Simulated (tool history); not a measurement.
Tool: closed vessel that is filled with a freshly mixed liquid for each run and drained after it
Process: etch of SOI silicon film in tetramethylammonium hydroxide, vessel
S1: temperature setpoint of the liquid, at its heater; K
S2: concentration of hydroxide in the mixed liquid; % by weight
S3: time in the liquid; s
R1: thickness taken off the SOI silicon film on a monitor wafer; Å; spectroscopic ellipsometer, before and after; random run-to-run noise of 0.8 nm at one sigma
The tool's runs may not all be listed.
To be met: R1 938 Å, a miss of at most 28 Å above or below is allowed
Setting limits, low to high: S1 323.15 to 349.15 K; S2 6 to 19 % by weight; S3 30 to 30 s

| run | day | S1 | S2 | S3 | R1 |
|---|---|---|---|---|---|
| 1 | 0 | 336.15 | 12.5 | 30 | 1203.9 |
| 2 | 0.267 | 341.15 | 12.5 | 30 | 1598.1 |
| 3 | 0.6 | 343.65 | 12.5 | 30 | 1883.4 |
| 4 | 0.738 | 341.65 | 12.5 | 30 | 1688.4 |
| 5 | 1.079 | 340.15 | 12.5 | 30 | 1541.9 |
| 6 | 1.454 | 340.15 | 12.5 | 30 | 1517.5 |
| 7 | 1.5 | 338.65 | 12.5 | 30 | 1389.6 |
| 8 | 1.667 | 337.65 | 12.5 | 30 | 1328.5 |
| 9 | 1.917 | 336.65 | 12.5 | 30 | 1257.5 |
| 10 | 2.275 | 335.65 | 12.5 | 30 | 1173.2 |
| 11 | 2.612 | 335.15 | 12.5 | 30 | 1112.8 |
| 12 | 2.696 | 334.65 | 12.5 | 30 | 1086.4 |
| 13 | 3.008 | 334.15 | 12.5 | 30 | 1073.4 |
| 14 | 3.054 | 334.15 | 12.5 | 30 | 1046.6 |
| 15 | 3.4 | 333.65 | 12.5 | 30 | 1015.7 |
| 16 | 3.488 | 333.15 | 12.5 | 30 | 990.12 |

Exactly one of the 4 candidate moves below puts every result within its allowed miss. Which one?
| A | 3.575 | 334.65 | 14 | 30 | ? |
| B | 3.575 | 335.65 | 16 | 30 | ? |
| C | 3.575 | 332.65 | 13.5 | 30 | ? |
| D | 3.575 | 335.15 | 15 | 30 | ? |

| move | R1 |
|---|---|
| A | 1029.9 |
| B | 1033.8 |
| C | 924.38 |
| D | 1023.8 |
A: further off than the last run
B: further off than the last run
C: every result within its allowed miss
D: further off than the last run
Move C is the one to make.
